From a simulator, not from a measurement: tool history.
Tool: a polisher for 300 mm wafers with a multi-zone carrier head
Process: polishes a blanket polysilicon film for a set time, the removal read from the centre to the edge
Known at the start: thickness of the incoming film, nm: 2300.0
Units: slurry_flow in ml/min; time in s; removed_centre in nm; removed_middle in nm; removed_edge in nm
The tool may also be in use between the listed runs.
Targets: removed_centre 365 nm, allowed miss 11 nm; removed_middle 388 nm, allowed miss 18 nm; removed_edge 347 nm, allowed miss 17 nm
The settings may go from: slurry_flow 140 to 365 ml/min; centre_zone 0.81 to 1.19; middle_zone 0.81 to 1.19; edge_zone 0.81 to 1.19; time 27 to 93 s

run,day,slurry_flow,centre_zone,middle_zone,edge_zone,time,removed_centre,removed_middle,removed_edge
1,0,235,1,1,1,59,653.99,670.72,676.68
2,0.058,235,1,1,0.92,59,656.81,671.9,642.37
3,0.246,235,1,1.05,0.92,59,667.3,677.64,634.43
4,0.421,265,1,1.05,0.92,59,666.97,697.75,653.31
5,0.596,240,0.98,1.04,0.89,49,538.26,569.4,522.24
6,0.717,240,0.94,1.04,0.89,49,521.57,569.64,515.38
7,1.029,220,0.93,1.02,0.86,43,443.79,488.77,453.93
8,1.079,225,0.95,1.03,0.85,38,397.77,434.81,392.86
9,1.371,215,0.96,1.03,0.84,37,390.44,415.12,383.96
10,1.683,205,0.97,1.05,0.83,36,380.36,414.25,369.2

Which of these 5 next moves meets every target?
A,1.996,225,1.02,1.08,0.89,33,?,?,?
B,1.996,180,1,0.93,0.84,37,?,?,?
C,1.996,270,0.85,1.19,0.81,36,?,?,?
D,1.996,210,1.03,0.93,0.88,35,?,?,?
E,1.996,165,0.89,0.96,0.89,38,?,?,?

move,removed_centre,removed_middle,removed_edge
A,365.14,395.3,346.12
B,386.26,376.7,368.74
C,353.23,480.28,367.97
D,385.53,365.74,363.15
E,354.18,390.7,383.73
A: meets every target
B: brings the result that was furthest off to its target, and leaves another outside
C: further off than the last run
D: takes the result that was furthest off past its target
E: brings the result that was furthest off to its target, and leaves another outside
The right move is A.

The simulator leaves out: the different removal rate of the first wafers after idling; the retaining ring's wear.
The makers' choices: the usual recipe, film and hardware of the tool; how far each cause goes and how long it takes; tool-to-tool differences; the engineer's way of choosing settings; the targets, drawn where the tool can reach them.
